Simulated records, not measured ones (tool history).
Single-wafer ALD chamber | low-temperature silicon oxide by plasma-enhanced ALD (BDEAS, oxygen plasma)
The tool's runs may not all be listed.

| run | day | heater temperature setpoint (°C) | number of ALD cycles (cycles) | mean film thickness on the monitor wafer (Å) |
|---|---|---|---|---|
| 1 | 0.000 | 85 | 32 | 52.042 |
| 2 | 0.212 | 89 | 29 | 46.900 |
| 3 | 0.238 | 89 | 27 | 43.534 |
| 4 | 0.396 | 89 | 25 | 40.103 |
| 5 | 0.621 | 89 | 29 | 46.719 |
| 6 | 0.858 | 80 | 29 | 47.891 |
| 7 | 1.146 | 83 | 27 | 44.575 |
| 8 | 1.229 | 87 | 26 | 42.195 |
| 9 | 1.525 | 90 | 25 | 39.813 |

Expected results for the next run?
| 10 | 1.592 | 93 | 25 | ? |

{"run 10": {"mean film thickness on the monitor wafer (Å)": 39.496}}

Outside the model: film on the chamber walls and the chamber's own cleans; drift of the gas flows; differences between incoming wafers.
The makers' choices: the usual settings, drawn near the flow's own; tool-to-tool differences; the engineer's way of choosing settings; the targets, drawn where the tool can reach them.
